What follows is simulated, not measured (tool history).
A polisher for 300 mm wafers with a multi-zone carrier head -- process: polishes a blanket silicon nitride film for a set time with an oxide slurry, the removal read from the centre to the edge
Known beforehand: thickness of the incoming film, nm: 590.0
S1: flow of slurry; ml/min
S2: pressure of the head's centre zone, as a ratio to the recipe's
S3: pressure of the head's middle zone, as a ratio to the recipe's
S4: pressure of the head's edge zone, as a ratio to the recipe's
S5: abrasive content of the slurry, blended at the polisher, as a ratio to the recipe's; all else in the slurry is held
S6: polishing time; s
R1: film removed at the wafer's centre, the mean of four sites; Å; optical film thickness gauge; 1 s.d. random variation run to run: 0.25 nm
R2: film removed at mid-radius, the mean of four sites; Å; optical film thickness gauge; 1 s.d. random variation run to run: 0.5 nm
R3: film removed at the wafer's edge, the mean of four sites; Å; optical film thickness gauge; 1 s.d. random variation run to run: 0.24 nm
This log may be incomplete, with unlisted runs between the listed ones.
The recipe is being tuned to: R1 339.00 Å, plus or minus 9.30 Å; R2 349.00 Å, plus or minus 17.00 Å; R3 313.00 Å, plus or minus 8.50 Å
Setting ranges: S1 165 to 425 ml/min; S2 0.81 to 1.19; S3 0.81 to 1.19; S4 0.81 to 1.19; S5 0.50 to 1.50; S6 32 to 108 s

run	day	S1	S2	S3	S4	S5	S6	R1	R2	R3
1	0.000	275	1.00	1.00	1.00	1.00	70	557.56	491.98	513.15
2	0.171	275	0.99	1.01	0.98	0.95	68	521.33	482.57	467.59
3	0.208	305	0.99	1.01	0.98	0.95	68	528.06	476.09	470.89
4	0.496	305	0.99	1.01	0.98	0.95	75	582.99	533.71	531.06
5	0.767	305	0.99	1.01	0.90	0.95	75	583.17	538.50	516.79
6	0.938	305	0.99	1.01	0.90	0.95	65	502.69	460.21	443.91
7	1.288	305	0.98	1.01	0.90	0.90	64	467.48	448.85	421.57
8	1.396	310	0.98	1.01	0.90	0.85	63	451.83	416.76	392.72
9	1.646	310	0.97	1.01	0.90	0.80	63	430.28	402.78	381.71
10	1.825	310	0.96	1.01	0.90	0.75	63	398.77	388.55	363.82
11	2.112	310	0.96	1.01	0.89	0.75	63	405.18	387.18	360.07
12	2.175	305	0.95	1.01	0.88	0.75	63	396.74	385.84	360.28
13	2.429	305	0.95	1.01	0.87	0.75	63	396.89	386.61	360.75
# day 2.692: centre zone pressure recalibrated
14	2.692	275	0.91	1.03	0.81	0.50	62	228.56	257.14	231.63
15	2.775	290	0.91	1.03	0.82	0.50	62	229.11	256.34	232.48
16	3.050	300	0.92	1.04	0.84	0.50	62	236.64	257.53	235.07
17	3.417	300	0.92	1.03	0.84	0.50	62	231.81	264.74	236.95
18	3.596	315	0.94	1.02	0.86	0.50	62	239.80	262.66	242.27
19	3.788	340	1.04	1.12	0.96	0.75	63	394.48	421.33	376.61
20	4.121	325	1.04	1.12	0.95	0.75	63	400.23	410.11	374.28
21	4.358	310	1.03	1.12	0.93	0.75	63	389.55	420.65	362.65
22	4.521	295	1.03	1.11	0.93	0.75	63	387.05	408.94	368.49
23	4.638	295	1.02	1.10	0.92	0.75	63	387.50	417.51	366.48
24	4.667	295	1.01	1.09	0.91	0.75	63	387.57	407.33	359.85

4 next moves are on the table. One of them brings every result within its allowed miss. Which?
A	4.696	315	1.02	1.13	0.85	0.85	68	?	?	?
B	4.696	335	1.03	1.07	0.89	0.70	57	?	?	?
C	4.696	310	1.08	1.09	0.85	0.95	58	?	?	?
D	4.696	205	0.93	1.13	0.86	0.90	52	?	?	?

move	R1	R2	R3
A	459.26	490.60	420.56
B	338.36	341.53	313.18
C	444.48	434.76	384.82
D	319.67	376.28	326.90
A: misses by more than the last run did
B: all results in spec
C: misses by more than the last run did
D: an improvement on the last run, though not all results are within tolerance
Answer: B
